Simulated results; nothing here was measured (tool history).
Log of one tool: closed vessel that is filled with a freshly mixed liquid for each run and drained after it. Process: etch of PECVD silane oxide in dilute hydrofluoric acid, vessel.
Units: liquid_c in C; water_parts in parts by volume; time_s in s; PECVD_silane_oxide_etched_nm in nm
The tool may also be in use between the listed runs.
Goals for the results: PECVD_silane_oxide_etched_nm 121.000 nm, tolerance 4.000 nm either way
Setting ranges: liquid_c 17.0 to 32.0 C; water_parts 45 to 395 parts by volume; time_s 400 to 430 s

run 1 hour=0.0 | liquid_c=24.0 water_parts=220 time_s=400 | PECVD_silane_oxide_etched_nm=79.195
run 2 hour=6.3 | liquid_c=26.5 water_parts=220 time_s=400 | PECVD_silane_oxide_etched_nm=86.854
run 3 hour=7.5 | liquid_c=26.5 water_parts=270 time_s=400 | PECVD_silane_oxide_etched_nm=67.466
run 4 hour=16.0 | liquid_c=26.5 water_parts=235 time_s=400 | PECVD_silane_oxide_etched_nm=79.530
run 5 hour=17.2 | liquid_c=26.5 water_parts=265 time_s=400 | PECVD_silane_oxide_etched_nm=67.085
run 6 hour=18.6 | liquid_c=28.0 water_parts=245 time_s=400 | PECVD_silane_oxide_etched_nm=77.927
run 7 hour=21.1 | liquid_c=32.0 water_parts=170 time_s=400 | PECVD_silane_oxide_etched_nm=142.230
run 8 hour=23.6 | liquid_c=31.0 water_parts=170 time_s=400 | PECVD_silane_oxide_etched_nm=137.200
run 9 hour=31.3 | liquid_c=30.0 water_parts=170 time_s=400 | PECVD_silane_oxide_etched_nm=133.280
run 10 hour=35.9 | liquid_c=29.5 water_parts=170 time_s=400 | PECVD_silane_oxide_etched_nm=130.350
run 11 hour=38.6 | liquid_c=29.0 water_parts=170 time_s=400 | PECVD_silane_oxide_etched_nm=131.000
run 12 hour=42.3 | liquid_c=28.5 water_parts=170 time_s=400 | PECVD_silane_oxide_etched_nm=125.690
-- hour=50.8 hydrofluoric acid flow meter replaced
run 13 hour=50.8 | liquid_c=28.0 water_parts=170 time_s=400 | PECVD_silane_oxide_etched_nm=140.570
run 14 hour=53.7 | liquid_c=28.0 water_parts=175 time_s=400 | PECVD_silane_oxide_etched_nm=134.160
run 15 hour=55.1 | liquid_c=28.0 water_parts=180 time_s=400 | PECVD_silane_oxide_etched_nm=126.200
run 16 hour=61.8 | liquid_c=27.5 water_parts=180 time_s=400 | PECVD_silane_oxide_etched_nm=126.570

Which one of the following 4 next-run settings gets every result inside its allowed miss? There is exactly one.
run A hour=68.5 | liquid_c=25.0 water_parts=165 time_s=410 | PECVD_silane_oxide_etched_nm=?
run B hour=68.5 | liquid_c=29.0 water_parts=180 time_s=420 | PECVD_silane_oxide_etched_nm=?
run C hour=68.5 | liquid_c=29.0 water_parts=200 time_s=420 | PECVD_silane_oxide_etched_nm=?
run D hour=68.5 | liquid_c=32.0 water_parts=200 time_s=410 | PECVD_silane_oxide_etched_nm=?

move=A PECVD_silane_oxide_etched_nm=128.900
move=B PECVD_silane_oxide_etched_nm=137.570
move=C PECVD_silane_oxide_etched_nm=120.840
move=D PECVD_silane_oxide_etched_nm=130.770
A: further off than the last run
B: further off than the last run
C: every result lands within tolerance
D: further off than the last run
The right move is C.
